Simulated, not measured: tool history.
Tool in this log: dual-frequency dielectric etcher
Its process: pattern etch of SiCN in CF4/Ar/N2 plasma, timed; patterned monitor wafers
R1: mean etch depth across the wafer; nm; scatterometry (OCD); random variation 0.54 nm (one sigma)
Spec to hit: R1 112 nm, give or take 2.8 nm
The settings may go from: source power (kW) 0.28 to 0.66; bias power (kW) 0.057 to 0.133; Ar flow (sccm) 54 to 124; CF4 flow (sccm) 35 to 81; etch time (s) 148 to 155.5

Run 1, day 0: source power (kW) 0.47, bias power (kW) 0.095, Ar flow (sccm) 89, CF4 flow (sccm) 58, etch time (s) 148. Result: R1 142.1 nm.
Run 2, day 0.225: source power (kW) 0.47, bias power (kW) 0.088, Ar flow (sccm) 89, CF4 flow (sccm) 58, etch time (s) 148. Result: R1 137.55 nm.
Run 3, day 0.429: source power (kW) 0.47, bias power (kW) 0.1, Ar flow (sccm) 89, CF4 flow (sccm) 58, etch time (s) 148. Result: R1 142.4 nm.
Run 4, day 0.567: source power (kW) 0.47, bias power (kW) 0.1, Ar flow (sccm) 89, CF4 flow (sccm) 58, etch time (s) 148. Result: R1 143.59 nm.
Run 5, day 0.8: source power (kW) 0.47, bias power (kW) 0.115, Ar flow (sccm) 89, CF4 flow (sccm) 58, etch time (s) 148. Result: R1 149.21 nm.
Run 6, day 0.825: source power (kW) 0.43, bias power (kW) 0.114, Ar flow (sccm) 89, CF4 flow (sccm) 58, etch time (s) 148. Result: R1 139.01 nm.
Run 7, day 0.925: source power (kW) 0.4, bias power (kW) 0.113, Ar flow (sccm) 89, CF4 flow (sccm) 58, etch time (s) 148. Result: R1 129.69 nm.
Run 8, day 1.046: source power (kW) 0.38, bias power (kW) 0.113, Ar flow (sccm) 89, CF4 flow (sccm) 58, etch time (s) 148. Result: R1 125 nm.
Run 9, day 1.379: source power (kW) 0.37, bias power (kW) 0.113, Ar flow (sccm) 89, CF4 flow (sccm) 58, etch time (s) 148. Result: R1 122.34 nm.
Run 10, day 1.504: source power (kW) 0.32, bias power (kW) 0.112, Ar flow (sccm) 89, CF4 flow (sccm) 58, etch time (s) 148. Result: R1 107.3 nm.

Which of these 5 next moves meets every target?
Run A, day 1.629: source power (kW) 0.34, bias power (kW) 0.091, Ar flow (sccm) 114, CF4 flow (sccm) 51, etch time (s) 148. Result: R1 ?.
Run B, day 1.629: source power (kW) 0.28, bias power (kW) 0.124, Ar flow (sccm) 85, CF4 flow (sccm) 66, etch time (s) 148. Result: R1 ?.
Run C, day 1.629: source power (kW) 0.38, bias power (kW) 0.102, Ar flow (sccm) 89, CF4 flow (sccm) 60, etch time (s) 148. Result: R1 ?.
Run D, day 1.629: source power (kW) 0.39, bias power (kW) 0.113, Ar flow (sccm) 92, CF4 flow (sccm) 47, etch time (s) 148. Result: R1 ?.
Run E, day 1.629: source power (kW) 0.37, bias power (kW) 0.095, Ar flow (sccm) 124, CF4 flow (sccm) 55, etch time (s) 152. Result: R1 ?.

move      R1
   A  98.822
   B   103.7
   C   121.6
   D  121.52
   E  111.27
A: its largest miss is bigger than the last run's
B: its largest miss is bigger than the last run's
C: the result that was furthest off in the last run now lies on the other side of its target
D: the result that was furthest off in the last run now lies on the other side of its target
E: each result inside its tolerance
The right move is E.
